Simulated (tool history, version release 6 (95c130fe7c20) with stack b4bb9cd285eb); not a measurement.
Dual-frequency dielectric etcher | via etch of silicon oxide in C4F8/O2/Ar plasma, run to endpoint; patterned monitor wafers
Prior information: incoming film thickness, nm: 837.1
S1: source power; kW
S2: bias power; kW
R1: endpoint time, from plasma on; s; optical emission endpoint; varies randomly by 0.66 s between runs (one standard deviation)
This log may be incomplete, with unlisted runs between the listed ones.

run	hour	S1	S2	R1
1	0	2.58	1.633	161.98
2	8.9	2.58	1.351	169.65
3	13.1	2.33	1.328	177.12
4	15	2.33	1.104	185.29
5	20.2	2.22	1.095	190.37
6	23.4	2.6	1.095	176.11
7	24.9	2.44	1.083	182

Run 8 is up next; what results do you expect?
8	29.1	2.32	1.074	?

R1: 187.58 s
